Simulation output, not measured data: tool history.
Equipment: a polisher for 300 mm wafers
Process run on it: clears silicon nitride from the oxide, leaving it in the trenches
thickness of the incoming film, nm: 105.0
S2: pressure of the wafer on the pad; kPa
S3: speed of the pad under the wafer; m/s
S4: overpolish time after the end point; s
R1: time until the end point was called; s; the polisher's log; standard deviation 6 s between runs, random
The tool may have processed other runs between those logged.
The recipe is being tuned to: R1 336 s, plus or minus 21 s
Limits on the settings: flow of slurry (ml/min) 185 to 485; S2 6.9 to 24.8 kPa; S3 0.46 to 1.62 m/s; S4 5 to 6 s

Run 1, hour 0: flow of slurry (ml/min) 310, S2 15.9 kPa, S3 1.04 m/s, S4 6 s. Result: R1 132.91 s.
Run 2, hour 5.3: flow of slurry (ml/min) 310, S2 15.9 kPa, S3 1.04 m/s, S4 6 s. Result: R1 134.26 s.
Run 3, hour 6.6: flow of slurry (ml/min) 310, S2 14.5 kPa, S3 0.98 m/s, S4 6 s. Result: R1 155.79 s.
Run 4, hour 12.1: flow of slurry (ml/min) 310, S2 13.1 kPa, S3 0.94 m/s, S4 6 s. Result: R1 178.35 s.
Run 5, hour 17.6: flow of slurry (ml/min) 310, S2 13.1 kPa, S3 0.94 m/s, S4 5 s. Result: R1 178.69 s.
Run 6, hour 22.4: flow of slurry (ml/min) 310, S2 12.4 kPa, S3 0.9 m/s, S4 5 s. Result: R1 194.33 s.
Run 7, hour 27.5: flow of slurry (ml/min) 310, S2 12.4 kPa, S3 0.9 m/s, S4 5 s. Result: R1 197.42 s.
Run 8, hour 35.9: flow of slurry (ml/min) 310, S2 11.7 kPa, S3 0.88 m/s, S4 5 s. Result: R1 216.72 s.
Run 9, hour 44.9: flow of slurry (ml/min) 305, S2 7.6 kPa, S3 0.76 m/s, S4 5 s. Result: R1 367.88 s.

Pick the move, out of 5, that brings all results within their allowed miss; only one does.
Run A, hour 53.9: flow of slurry (ml/min) 185, S2 9.7 kPa, S3 0.62 m/s, S4 5 s. Result: R1 ?.
Run B, hour 53.9: flow of slurry (ml/min) 315, S2 9 kPa, S3 0.8 m/s, S4 5 s. Result: R1 ?.
Run C, hour 53.9: flow of slurry (ml/min) 385, S2 9 kPa, S3 0.8 m/s, S4 6 s. Result: R1 ?.
Run D, hour 53.9: flow of slurry (ml/min) 315, S2 8.3 kPa, S3 0.78 m/s, S4 5 s. Result: R1 ?.
Run E, hour 53.9: flow of slurry (ml/min) 305, S2 6.9 kPa, S3 0.76 m/s, S4 6 s. Result: R1 ?.

move      R1
   A  381.51
   B  299.22
   C  294.24
   D  330.71
   E  403.61
A: lands further from the targets than the last run did
B: moves the result that the last run missed by most past its target, out the other side
C: moves the result that the last run missed by most past its target, out the other side
D: each result inside its tolerance
E: lands further from the targets than the last run did
D is the move that brings every result within its allowed miss.
